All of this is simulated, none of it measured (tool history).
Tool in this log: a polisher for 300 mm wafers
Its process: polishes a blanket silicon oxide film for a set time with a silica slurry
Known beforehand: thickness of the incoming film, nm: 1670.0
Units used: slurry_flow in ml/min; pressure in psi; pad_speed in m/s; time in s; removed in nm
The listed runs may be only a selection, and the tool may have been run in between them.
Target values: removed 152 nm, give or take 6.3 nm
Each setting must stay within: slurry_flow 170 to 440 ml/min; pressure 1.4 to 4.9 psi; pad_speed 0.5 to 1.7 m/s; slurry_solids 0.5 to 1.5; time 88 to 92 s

{"run": 1, "hour": 0.0, "slurry_flow": 280, "pressure": 3.1, "pad_speed": 1.1, "slurry_solids": 1, "time": 88, "removed": 217.58}
{"run": 2, "hour": 4.6, "slurry_flow": 280, "pressure": 3.1, "pad_speed": 1.1, "slurry_solids": 1.15, "time": 88, "removed": 229.66}
{"run": 3, "hour": 10.6, "slurry_flow": 280, "pressure": 3.1, "pad_speed": 1.1, "slurry_solids": 1.15, "time": 92, "removed": 241.25}
{"run": 4, "hour": 15.6, "slurry_flow": 280, "pressure": 2.9, "pad_speed": 1.1, "slurry_solids": 1.15, "time": 92, "removed": 224.33}
{"run": 5, "hour": 16.1, "slurry_flow": 280, "pressure": 2.7, "pad_speed": 1.1, "slurry_solids": 1.15, "time": 92, "removed": 216.91}
{"run": 6, "hour": 23.4, "slurry_flow": 280, "pressure": 2.7, "pad_speed": 1.1, "slurry_solids": 1.15, "time": 88, "removed": 200.26}
{"run": 7, "hour": 30.0, "slurry_flow": 280, "pressure": 2.6, "pad_speed": 1.1, "slurry_solids": 1.15, "time": 88, "removed": 190.77}
{"run": 8, "hour": 33.7, "slurry_flow": 280, "pressure": 2.5, "pad_speed": 1.1, "slurry_solids": 1.15, "time": 88, "removed": 186.7}
{"run": 9, "hour": 39.4, "slurry_flow": 280, "pressure": 1.8, "pad_speed": 1.08, "slurry_solids": 1.15, "time": 88, "removed": 136.25}

Exercise: of the 4 proposed moves below, exactly one satisfies all targets within the stated allowed misses. Which move is it?
{"run": "A", "hour": 45.1, "slurry_flow": 265, "pressure": 1.9, "pad_speed": 1.26, "slurry_solids": 1.2, "time": 92, "removed": "?"}
{"run": "B", "hour": 45.1, "slurry_flow": 170, "pressure": 2, "pad_speed": 0.86, "slurry_solids": 1, "time": 89, "removed": "?"}
{"run": "C", "hour": 45.1, "slurry_flow": 295, "pressure": 1.7, "pad_speed": 1.28, "slurry_solids": 1.15, "time": 92, "removed": "?"}
{"run": "D", "hour": 45.1, "slurry_flow": 250, "pressure": 1.6, "pad_speed": 1, "slurry_solids": 1.25, "time": 88, "removed": "?"}

move=A removed=168.09
move=B removed=119.27
move=C removed=152.13
move=D removed=118.1
A: moves the result that the last run missed by most past its target, out the other side
B: misses by more than the last run did
C: every result lands within tolerance
D: misses by more than the last run did
So the answer is move C, the one that meets all the targets.
